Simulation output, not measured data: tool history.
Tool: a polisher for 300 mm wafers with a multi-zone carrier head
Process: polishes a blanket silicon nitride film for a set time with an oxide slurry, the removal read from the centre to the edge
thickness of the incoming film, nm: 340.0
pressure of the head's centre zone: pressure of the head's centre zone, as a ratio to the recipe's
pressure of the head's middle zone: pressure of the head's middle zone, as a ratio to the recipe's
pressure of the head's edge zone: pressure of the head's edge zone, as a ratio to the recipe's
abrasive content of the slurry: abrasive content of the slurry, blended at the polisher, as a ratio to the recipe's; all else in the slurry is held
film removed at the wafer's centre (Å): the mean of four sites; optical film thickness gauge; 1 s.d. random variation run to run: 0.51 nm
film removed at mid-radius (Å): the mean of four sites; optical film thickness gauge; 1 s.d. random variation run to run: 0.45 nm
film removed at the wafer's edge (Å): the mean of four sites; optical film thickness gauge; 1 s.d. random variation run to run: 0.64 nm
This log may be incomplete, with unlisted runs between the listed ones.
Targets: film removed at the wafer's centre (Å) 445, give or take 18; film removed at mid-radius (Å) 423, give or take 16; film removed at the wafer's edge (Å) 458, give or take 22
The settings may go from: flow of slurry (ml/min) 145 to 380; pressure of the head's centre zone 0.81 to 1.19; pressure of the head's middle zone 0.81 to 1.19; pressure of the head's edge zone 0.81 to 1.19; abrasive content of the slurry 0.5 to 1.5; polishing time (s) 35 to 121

run  hour  flow of slurry (ml/min)  pressure of the head's centre zone  pressure of the head's middle zone  pressure of the head's edge zone  abrasive content of the slurry  polishing time (s)  film removed at the wafer's centre (Å)  film removed at mid-radius (Å)  film removed at the wafer's edge (Å)
  1     0                      245                                   1                                   1                                 1                               1                  78                                     660                          648.16                                666.05
  2   7.2                      245                                   1                                   1                              1.08                               1                  78                                   668.9                          650.71                                686.04
  3     8                      245                                0.99                                0.98                              1.06                             0.9                  75                                  605.31                          592.04                                619.95
  4  14.1                      240                                0.98                                0.95                              1.05                             0.8                  74                                  550.67                          528.55                                560.71
  5  20.6                      240                                0.94                                0.95                              1.05                             0.8                  74                                  532.07                          515.36                                578.45
  6  27.9                      235                                0.94                                0.94                              1.03                            0.75                  74                                  508.98                           506.7                                541.86
  7  32.2                      230                                0.94                                0.91                              1.01                             0.7                  74                                   492.9                          463.31                                531.19
  8  33.3                      230                                0.94                                0.91                                 1                            0.65                  74                                  471.57                          446.03                                491.57
  9  35.9                      225                                0.94                                0.91                              0.98                            0.65                  74                                  462.06                          456.85                                478.26
 10  41.5                      225                                0.94                                0.91                              0.98                            0.65                  74                                  469.46                          440.09                                494.54

Which single option among these 5 for the next run brings every result within its allowed miss of target? Just one does.
  A  47.1                      260                                1.15                                0.97                              0.92                            0.55                  73                                       ?                               ?                                     ?
  B  47.1                      245                                   1                                0.82                              1.05                            0.85                  64                                       ?                               ?                                     ?
  C  47.1                      185                                0.91                                0.86                              0.84                            0.85                  64                                       ?                               ?                                     ?
  D  47.1                      230                                0.87                                1.04                              0.99                            0.55                  77                                       ?                               ?                                     ?
  E  47.1                      190                                1.12                                1.05                              0.95                            0.55                  80                                       ?                               ?                                     ?

move  film removed at the wafer's centre (Å)  film removed at mid-radius (Å)  film removed at the wafer's edge (Å)
   A                                  509.75                          416.99                                419.91
   B                                   508.5                          412.08                                509.67
   C                                  448.21                           413.2                                446.31
   D                                  411.24                          460.49                                453.21
   E                                  521.86                          469.62                                452.93
A: takes the result that was furthest off past its target
B: its largest miss is bigger than the last run's
C: all results land within tolerance of their targets
D: brings the result that was furthest off to its target, and leaves another outside
E: brings the result that was furthest off to its target, and leaves another outside
C meets every target.
